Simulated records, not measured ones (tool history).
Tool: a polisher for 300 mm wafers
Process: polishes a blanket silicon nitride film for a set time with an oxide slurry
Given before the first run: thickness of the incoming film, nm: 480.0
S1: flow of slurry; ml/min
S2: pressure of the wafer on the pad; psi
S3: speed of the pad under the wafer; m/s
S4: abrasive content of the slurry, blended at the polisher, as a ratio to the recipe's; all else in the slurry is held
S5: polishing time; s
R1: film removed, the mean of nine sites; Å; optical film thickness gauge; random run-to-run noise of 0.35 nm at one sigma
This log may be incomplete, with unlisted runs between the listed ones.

run  hour   S1   S2    S3  S4  S5      R1
  1     0  275  3.5  1.14   1  87  591.85
  2     5  275  3.5  1.14   1  87  594.28
  3  11.6  275  3.5  1.14   1  91  612.58
  4  12.5  275  4.4  1.14   1  91  729.02
  5  17.7  275  4.4  1.14   1  91  734.57
  6  18.2  215  4.4  1.14   1  91  715.89
  7  27.1  215  3.7   1.1   1  91  616.74

Run 8 is up next; what results do you expect?
  8  32.2  215  3.2  1.06   1  91   ?

R1: 536.84 Å
